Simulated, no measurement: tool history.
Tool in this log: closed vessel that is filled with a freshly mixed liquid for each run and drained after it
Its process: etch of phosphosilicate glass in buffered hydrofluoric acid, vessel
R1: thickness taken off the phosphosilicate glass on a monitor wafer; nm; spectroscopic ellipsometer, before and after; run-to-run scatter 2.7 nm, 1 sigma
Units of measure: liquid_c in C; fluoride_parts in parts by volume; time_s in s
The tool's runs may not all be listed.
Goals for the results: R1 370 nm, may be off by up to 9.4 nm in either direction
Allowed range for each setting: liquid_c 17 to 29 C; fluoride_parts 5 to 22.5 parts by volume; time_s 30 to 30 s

run 1 day=0 | liquid_c=21 fluoride_parts=13.5 time_s=30 | R1=155.64
run 2 day=0.046 | liquid_c=21 fluoride_parts=10.5 time_s=30 | R1=197
run 3 day=0.108 | liquid_c=21 fluoride_parts=10.5 time_s=30 | R1=199.36
run 4 day=0.467 | liquid_c=23.5 fluoride_parts=9.5 time_s=30 | R1=245.41
run 5 day=0.504 | liquid_c=20 fluoride_parts=9.5 time_s=30 | R1=200.63
run 6 day=0.617 | liquid_c=23 fluoride_parts=9 time_s=30 | R1=244.19
run 7 day=0.8 | liquid_c=25 fluoride_parts=8.5 time_s=30 | R1=290.8
run 8 day=1.021 | liquid_c=26.5 fluoride_parts=8.5 time_s=30 | R1=318.05

Below are 4 possible settings for the next run. Only one of them brings all results inside the allowed miss of their targets. Which is it?
run A day=1.242 | liquid_c=26 fluoride_parts=8.5 time_s=30 | R1=?
run B day=1.242 | liquid_c=24 fluoride_parts=9 time_s=30 | R1=?
run C day=1.242 | liquid_c=25 fluoride_parts=8.5 time_s=30 | R1=?
run D day=1.242 | liquid_c=28 fluoride_parts=8 time_s=30 | R1=?

move=A R1=309.65
move=B R1=261.16
move=C R1=293.39
move=D R1=367.95
A: the biggest miss grows against the last run
B: the biggest miss grows against the last run
C: the biggest miss grows against the last run
D: all results in spec
The right move is D.
